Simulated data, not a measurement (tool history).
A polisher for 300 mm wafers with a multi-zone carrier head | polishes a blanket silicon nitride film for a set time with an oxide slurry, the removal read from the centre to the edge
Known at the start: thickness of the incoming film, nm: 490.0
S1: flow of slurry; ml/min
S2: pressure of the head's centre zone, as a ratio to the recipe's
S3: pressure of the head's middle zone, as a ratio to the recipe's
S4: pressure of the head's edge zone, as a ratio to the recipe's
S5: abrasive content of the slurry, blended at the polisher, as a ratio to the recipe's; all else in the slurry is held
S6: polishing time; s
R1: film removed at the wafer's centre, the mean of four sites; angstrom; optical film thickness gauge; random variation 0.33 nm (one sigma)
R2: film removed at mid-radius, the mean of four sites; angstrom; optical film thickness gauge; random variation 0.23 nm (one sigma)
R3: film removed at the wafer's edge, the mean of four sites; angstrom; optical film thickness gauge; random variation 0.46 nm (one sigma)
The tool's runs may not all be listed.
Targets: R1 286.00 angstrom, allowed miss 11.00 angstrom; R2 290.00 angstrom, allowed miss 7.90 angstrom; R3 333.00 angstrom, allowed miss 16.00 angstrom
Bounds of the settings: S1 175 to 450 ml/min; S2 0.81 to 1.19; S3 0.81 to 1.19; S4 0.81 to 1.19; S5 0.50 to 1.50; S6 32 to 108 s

run	day	S1	S2	S3	S4	S5	S6	R1	R2	R3
1	0.000	290	1.00	1.00	1.00	1.00	70	426.90	423.81	431.38
2	0.188	285	0.96	0.96	0.99	0.85	70	361.38	357.59	382.26
3	0.558	285	1.02	0.96	0.99	0.85	70	375.85	357.52	370.30
4	0.704	275	0.97	0.93	0.96	0.85	70	360.43	354.70	377.85
5	0.900	270	0.95	0.91	0.96	0.80	70	333.33	320.55	359.16
6	1.150	270	0.95	0.91	0.96	0.95	70	389.19	378.65	404.42
7	1.488	265	0.93	0.90	0.95	0.90	70	361.97	354.95	400.46
8	1.696	270	0.92	0.90	0.94	0.85	70	336.19	338.00	365.90
9	1.796	250	0.84	0.81	0.94	0.75	69	272.41	269.61	330.78
10	1.871	260	0.85	0.82	0.94	0.75	69	275.22	272.33	321.82
11	1.912	255	0.86	0.83	0.94	0.75	69	278.08	275.99	325.95
12	2.058	255	0.86	0.84	0.94	0.75	69	280.31	282.67	318.06

5 next moves are on the table. One of them brings every result within its allowed miss. Which?
A	2.204	190	0.90	0.89	1.02	0.60	93	?	?	?
B	2.204	300	0.91	0.96	0.87	0.60	87	?	?	?
C	2.204	240	0.81	0.90	0.93	0.75	70	?	?	?
D	2.204	205	0.94	0.98	0.92	0.70	70	?	?	?
E	2.204	265	0.86	0.96	0.98	0.95	52	?	?	?

move	R1	R2	R3
A	284.80	293.52	327.32
B	285.83	308.31	298.79
C	263.26	303.72	320.56
D	277.92	296.37	291.52
E	258.21	295.26	300.77
A: meets every target
B: further off than the last run
C: brings the result that was furthest off to its target, and leaves another outside
D: further off than the last run
E: further off than the last run
The right move is A.

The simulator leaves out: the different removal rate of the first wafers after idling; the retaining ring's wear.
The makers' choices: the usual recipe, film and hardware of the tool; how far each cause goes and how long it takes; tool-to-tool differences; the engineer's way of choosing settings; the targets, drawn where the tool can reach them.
